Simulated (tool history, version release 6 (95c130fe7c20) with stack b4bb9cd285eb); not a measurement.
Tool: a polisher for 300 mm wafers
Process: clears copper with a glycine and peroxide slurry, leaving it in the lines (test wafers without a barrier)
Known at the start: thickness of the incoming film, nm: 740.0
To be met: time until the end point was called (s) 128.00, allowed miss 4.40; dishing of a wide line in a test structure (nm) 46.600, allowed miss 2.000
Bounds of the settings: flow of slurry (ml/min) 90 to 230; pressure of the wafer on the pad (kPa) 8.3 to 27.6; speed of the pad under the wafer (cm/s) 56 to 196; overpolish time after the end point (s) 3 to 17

run	day	flow of slurry (ml/min)	pressure of the wafer on the pad (kPa)	speed of the pad under the wafer (cm/s)	overpolish time after the end point (s)	time until the end point was called (s)	dishing of a wide line in a test structure (nm)
1	0.000	150	17.9	126	9	122.57	33.819
2	0.054	180	17.9	126	9	120.24	34.133
3	0.342	150	17.9	126	9	123.12	34.233
4	0.388	150	17.9	102	9	144.56	29.337
5	0.688	150	17.9	120	9	129.77	31.946
6	0.833	150	17.9	146	9	108.65	36.389
7	1.129	125	14.5	144	13	127.56	41.678
8	1.450	125	14.5	142	14	129.99	43.659
9	1.738	130	14.5	142	14	129.17	43.148

5 next moves are on the table. One of them brings every result within its allowed miss. Which?
A	2.025	105	14.5	152	12	?	?
B	2.025	135	13.1	136	15	?	?
C	2.025	130	13.8	136	16	?	?
D	2.025	120	14.5	136	16	?	?
E	2.025	120	14.5	148	15	?	?

move	time until the end point was called (s)	dishing of a wide line in a test structure (nm)
A	130.02	39.239
B	140.48	43.532
C	138.11	45.982
D	137.29	46.194
E	128.27	46.123
A: further off than the last run
B: further off than the last run
C: brings the result that was furthest off to its target, and leaves another outside
D: brings the result that was furthest off to its target, and leaves another outside
E: meets every target
Answer: E
